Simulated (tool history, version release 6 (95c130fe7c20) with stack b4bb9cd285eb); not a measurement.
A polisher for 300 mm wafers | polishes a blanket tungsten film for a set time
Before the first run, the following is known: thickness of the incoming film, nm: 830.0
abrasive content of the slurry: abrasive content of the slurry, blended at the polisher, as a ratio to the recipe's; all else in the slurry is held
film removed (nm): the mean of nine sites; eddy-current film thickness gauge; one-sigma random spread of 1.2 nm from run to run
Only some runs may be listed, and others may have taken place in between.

run,day,flow of slurry (ml/min),pressure of the wafer on the pad (kPa),speed of the pad under the wafer (cm/s),abrasive content of the slurry,polishing time (s),film removed (nm)
1,0,250,17.9,86,1,49,97.215
2,0.117,250,17.9,86,1,49,98.663
3,0.421,255,20,88,1,49,108.73
4,0.767,255,20,88,1,43,95.823
5,1.129,255,21.4,96,1,43,110.45
6,1.371,255,21.4,96,1,43,111.24

What does the tool deliver on the next run?
7,1.554,255,22.8,102,1,43,?

Run 7 yielded film removed (nm) 124.91.
